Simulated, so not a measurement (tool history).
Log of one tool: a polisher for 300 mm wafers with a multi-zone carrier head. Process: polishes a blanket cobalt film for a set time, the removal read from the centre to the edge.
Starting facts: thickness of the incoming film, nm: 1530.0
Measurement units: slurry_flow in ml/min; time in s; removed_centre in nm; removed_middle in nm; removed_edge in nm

run    day  slurry_flow  centre_zone  middle_zone  edge_zone  time  removed_centre  removed_middle  removed_edge
  1      0          315            1            1          1    45          221.47          225.95        223.95
  2  0.308          310         0.99         0.97       0.97    42          206.03          206.27        207.72
  3  0.646          310         0.91         0.97       0.97    42          187.01          201.75        206.47
  4  0.892          380         0.91         0.97       0.97    42          191.37          209.02        209.91
  5  0.983          375         0.92         0.95       0.94    39          180.41          198.09        192.74
  6  1.267          375         0.92         0.95       0.87    39          177.99          197.84        189.04
  7  1.617          365         0.93         0.92       0.87    37          171.62          177.08        179.23
  8  1.758          365         0.94         0.91       0.86    35          164.67          169.05        167.99
  9  2.112          360         0.94          0.9       0.85    34          156.88          159.36        163.17

Expected results for the next run?
 10  2.396          335            1         0.88       0.81    30               ?               ?             ?

{"run 10": {"removed_centre": 147.83, "removed_middle": 139.5, "removed_edge": 139.89}}

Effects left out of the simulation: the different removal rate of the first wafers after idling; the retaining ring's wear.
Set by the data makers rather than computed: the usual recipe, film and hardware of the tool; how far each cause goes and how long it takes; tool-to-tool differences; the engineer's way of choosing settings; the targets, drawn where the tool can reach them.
